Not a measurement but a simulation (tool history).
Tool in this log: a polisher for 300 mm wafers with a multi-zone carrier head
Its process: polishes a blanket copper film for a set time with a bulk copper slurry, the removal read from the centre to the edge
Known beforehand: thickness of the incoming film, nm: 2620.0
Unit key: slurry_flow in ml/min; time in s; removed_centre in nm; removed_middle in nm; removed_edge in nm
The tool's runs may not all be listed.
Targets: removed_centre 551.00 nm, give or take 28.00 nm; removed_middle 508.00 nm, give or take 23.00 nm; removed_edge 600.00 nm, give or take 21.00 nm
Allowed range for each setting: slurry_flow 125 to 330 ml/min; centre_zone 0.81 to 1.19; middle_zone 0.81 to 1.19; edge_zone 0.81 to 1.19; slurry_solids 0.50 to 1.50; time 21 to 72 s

run 1 hour=0.0 | slurry_flow=210 centre_zone=1.00 middle_zone=1.00 edge_zone=1.00 slurry_solids=1.00 time=46 | removed_centre=449.58 removed_middle=448.14 removed_edge=480.22
run 2 hour=5.6 | slurry_flow=215 centre_zone=1.01 middle_zone=0.99 edge_zone=1.04 slurry_solids=1.10 time=47 | removed_centre=475.85 removed_middle=477.49 removed_edge=519.26
run 3 hour=12.1 | slurry_flow=215 centre_zone=1.01 middle_zone=0.99 edge_zone=0.99 slurry_solids=1.10 time=47 | removed_centre=482.70 removed_middle=481.04 removed_edge=507.42
run 4 hour=19.5 | slurry_flow=180 centre_zone=1.01 middle_zone=0.99 edge_zone=0.99 slurry_solids=1.10 time=47 | removed_centre=474.27 removed_middle=472.67 removed_edge=490.79
-- hour=28.0 edge zone pressure recalibrated
run 5 hour=28.0 | slurry_flow=180 centre_zone=1.07 middle_zone=0.99 edge_zone=0.99 slurry_solids=1.10 time=47 | removed_centre=484.63 removed_middle=464.10 removed_edge=477.35
run 6 hour=35.7 | slurry_flow=210 centre_zone=1.07 middle_zone=0.99 edge_zone=0.99 slurry_solids=1.10 time=47 | removed_centre=498.19 removed_middle=487.78 removed_edge=493.43
run 7 hour=42.8 | slurry_flow=225 centre_zone=1.07 middle_zone=0.96 edge_zone=1.02 slurry_solids=1.15 time=47 | removed_centre=505.04 removed_middle=468.46 removed_edge=503.96
run 8 hour=43.8 | slurry_flow=225 centre_zone=1.04 middle_zone=0.97 edge_zone=1.12 slurry_solids=1.40 time=50 | removed_centre=576.92 removed_middle=544.22 removed_edge=591.98
run 9 hour=51.1 | slurry_flow=220 centre_zone=1.03 middle_zone=0.95 edge_zone=1.13 slurry_solids=1.40 time=50 | removed_centre=556.79 removed_middle=517.61 removed_edge=605.08

Exactly one of the 5 candidate moves below puts every result within its allowed miss. Which one?
run A hour=58.4 | slurry_flow=205 centre_zone=1.00 middle_zone=0.98 edge_zone=1.13 slurry_solids=1.50 time=51 | removed_centre=? removed_middle=? removed_edge=?
run B hour=58.4 | slurry_flow=250 centre_zone=1.13 middle_zone=1.00 edge_zone=1.11 slurry_solids=1.25 time=48 | removed_centre=? removed_middle=? removed_edge=?
run C hour=58.4 | slurry_flow=210 centre_zone=1.05 middle_zone=0.91 edge_zone=1.19 slurry_solids=1.35 time=50 | removed_centre=? removed_middle=? removed_edge=?
run D hour=58.4 | slurry_flow=230 centre_zone=1.19 middle_zone=0.91 edge_zone=1.15 slurry_solids=1.20 time=52 | removed_centre=? removed_middle=? removed_edge=?
run E hour=58.4 | slurry_flow=195 centre_zone=0.95 middle_zone=0.88 edge_zone=1.17 slurry_solids=1.45 time=53 | removed_centre=? removed_middle=? removed_edge=?

move=A removed_centre=557.81 removed_middle=562.54 removed_edge=613.86
move=B removed_centre=561.28 removed_middle=525.32 removed_edge=554.89
move=C removed_centre=551.86 removed_middle=505.11 removed_edge=602.58
move=D removed_centre=616.98 removed_middle=514.38 removed_edge=601.20
move=E removed_centre=548.95 removed_middle=525.56 removed_edge=640.77
A: moves away from the targets compared with the last run
B: brings the result that was furthest off to its target, and leaves another outside
C: all results in spec
D: brings the result that was furthest off to its target, and leaves another outside
E: brings the result that was furthest off to its target, and leaves another outside
Move C is the one to make.
